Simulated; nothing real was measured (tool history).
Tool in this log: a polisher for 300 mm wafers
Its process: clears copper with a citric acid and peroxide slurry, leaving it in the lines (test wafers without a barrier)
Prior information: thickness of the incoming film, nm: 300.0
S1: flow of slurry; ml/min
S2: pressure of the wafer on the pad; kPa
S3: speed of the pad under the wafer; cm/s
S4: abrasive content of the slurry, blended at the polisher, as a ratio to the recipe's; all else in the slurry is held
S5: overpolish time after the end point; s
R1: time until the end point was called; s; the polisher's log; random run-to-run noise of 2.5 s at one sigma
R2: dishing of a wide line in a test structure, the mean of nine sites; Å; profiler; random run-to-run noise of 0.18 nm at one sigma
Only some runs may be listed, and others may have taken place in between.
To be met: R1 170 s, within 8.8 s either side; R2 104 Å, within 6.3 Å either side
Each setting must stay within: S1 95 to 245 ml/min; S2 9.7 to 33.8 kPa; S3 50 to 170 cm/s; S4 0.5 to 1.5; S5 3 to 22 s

run  hour   S1    S2   S3  S4  S5      R1      R2
  1     0  155  21.4  110   1  11  127.23   187.9
  2   7.5  155  21.4  110   1   9   126.9  151.19
  3  15.6  155  20.7  110   1   9  127.64  147.23
  4  20.1  125  20.7  110   1   9  132.94  147.31
  5    29  125  20.7  110   1  14  129.19  220.82
       38  -- worn pad replaced by a new one
  6    38  125  20.7   96   1  14  139.98  203.31
  7  41.3  125    20   96   1  13  143.24  189.76
  8  48.7  125    20   96   1  13  144.09  193.83
  9  53.2  125  19.3   96   1  12  144.43   177.8
 10  53.9  125  19.3   94   1  11  149.11  158.78
 11  56.9  125  18.6   94   1  10  152.57  139.89
 12  61.8  125  17.9   94   1  10  152.03  137.96

Which single option among these 4 for the next run brings every result within its allowed miss of target? Just one does.
  A  66.7  115    20   84  0.95  18   ?   ?
  B  66.7  115  25.5   98  1.05  11   ?   ?
  C  66.7   95  19.3   94  1.25   7   ?   ?
  D  66.7   95  12.4  114  1.05   8   ?   ?

move      R1      R2
   A  167.62  216.54
   B  120.94  187.73
   C  151.87   99.58
   D   167.3  102.55
A: lands further from the targets than the last run did
B: lands further from the targets than the last run did
C: the worst result of the last run now meets its target, but another is out of spec
D: every result lands within tolerance
Go with D: it meets all targets.
